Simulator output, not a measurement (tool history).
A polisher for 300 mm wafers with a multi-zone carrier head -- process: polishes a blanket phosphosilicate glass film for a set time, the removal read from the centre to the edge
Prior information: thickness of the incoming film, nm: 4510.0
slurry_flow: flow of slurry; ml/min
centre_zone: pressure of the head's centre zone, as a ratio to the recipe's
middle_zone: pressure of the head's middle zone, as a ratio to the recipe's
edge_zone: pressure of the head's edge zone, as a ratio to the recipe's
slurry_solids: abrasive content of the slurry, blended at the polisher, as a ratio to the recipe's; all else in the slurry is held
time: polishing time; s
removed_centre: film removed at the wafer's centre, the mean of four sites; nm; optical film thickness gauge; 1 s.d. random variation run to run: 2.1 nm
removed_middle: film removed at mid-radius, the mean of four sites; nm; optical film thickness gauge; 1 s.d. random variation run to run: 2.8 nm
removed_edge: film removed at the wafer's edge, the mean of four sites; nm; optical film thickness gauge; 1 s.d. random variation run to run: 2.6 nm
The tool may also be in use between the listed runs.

Run 1, hour 0.0: slurry_flow 275 ml/min, centre_zone 1.00, middle_zone 1.00, edge_zone 1.00, slurry_solids 1.00, time 42 s. Result: removed_centre 388.63 nm, removed_middle 386.48 nm, removed_edge 389.88 nm.
Run 2, hour 4.1: slurry_flow 275 ml/min, centre_zone 1.00, middle_zone 1.00, edge_zone 0.96, slurry_solids 1.00, time 42 s. Result: removed_centre 386.63 nm, removed_middle 386.28 nm, removed_edge 379.61 nm.
Run 3, hour 6.4: slurry_flow 275 ml/min, centre_zone 1.00, middle_zone 1.00, edge_zone 1.00, slurry_solids 1.00, time 42 s. Result: removed_centre 383.22 nm, removed_middle 379.35 nm, removed_edge 387.47 nm.
Run 4, hour 12.4: slurry_flow 275 ml/min, centre_zone 0.98, middle_zone 0.99, edge_zone 0.99, slurry_solids 0.95, time 41 s. Result: removed_centre 358.67 nm, removed_middle 363.67 nm, removed_edge 368.62 nm.
Run 5, hour 17.3: slurry_flow 275 ml/min, centre_zone 0.97, middle_zone 0.98, edge_zone 0.98, slurry_solids 0.90, time 41 s. Result: removed_centre 345.12 nm, removed_middle 338.81 nm, removed_edge 359.27 nm.
Run 6, hour 20.7: slurry_flow 275 ml/min, centre_zone 0.96, middle_zone 0.99, edge_zone 0.96, slurry_solids 0.85, time 41 s. Result: removed_centre 328.20 nm, removed_middle 338.21 nm, removed_edge 340.74 nm.
Run 7, hour 24.4: slurry_flow 275 ml/min, centre_zone 0.95, middle_zone 0.98, edge_zone 0.95, slurry_solids 0.80, time 41 s. Result: removed_centre 317.12 nm, removed_middle 320.78 nm, removed_edge 327.67 nm.
At hour 30.9: slurry nozzle cleaned.
Run 8, hour 30.9: slurry_flow 270 ml/min, centre_zone 0.94, middle_zone 0.97, edge_zone 0.94, slurry_solids 0.75, time 41 s. Result: removed_centre 310.98 nm, removed_middle 315.41 nm, removed_edge 320.22 nm.
Run 9, hour 33.7: slurry_flow 270 ml/min, centre_zone 0.93, middle_zone 0.96, edge_zone 0.93, slurry_solids 0.70, time 41 s. Result: removed_centre 292.01 nm, removed_middle 296.57 nm, removed_edge 306.48 nm.
Run 10, hour 40.5: slurry_flow 270 ml/min, centre_zone 0.92, middle_zone 0.95, edge_zone 0.92, slurry_solids 0.70, time 41 s. Result: removed_centre 292.32 nm, removed_middle 297.00 nm, removed_edge 304.78 nm.
Run 11, hour 47.4: slurry_flow 270 ml/min, centre_zone 0.91, middle_zone 0.94, edge_zone 0.91, slurry_solids 0.70, time 41 s. Result: removed_centre 289.18 nm, removed_middle 300.21 nm, removed_edge 300.49 nm.
Run 12, hour 55.5: slurry_flow 270 ml/min, centre_zone 0.90, middle_zone 0.93, edge_zone 0.91, slurry_solids 0.70, time 41 s. Result: removed_centre 284.34 nm, removed_middle 289.36 nm, removed_edge 301.32 nm.

Forecast run 13:
Run 13, hour 60.9: slurry_flow 270 ml/min, centre_zone 0.89, middle_zone 0.92, edge_zone 0.90, slurry_solids 0.70, time 41 s. Result: removed_centre ?, removed_middle ?, removed_edge ?.

removed_centre: 278.35 nm
removed_middle: 287.33 nm
removed_edge: 298.23 nm

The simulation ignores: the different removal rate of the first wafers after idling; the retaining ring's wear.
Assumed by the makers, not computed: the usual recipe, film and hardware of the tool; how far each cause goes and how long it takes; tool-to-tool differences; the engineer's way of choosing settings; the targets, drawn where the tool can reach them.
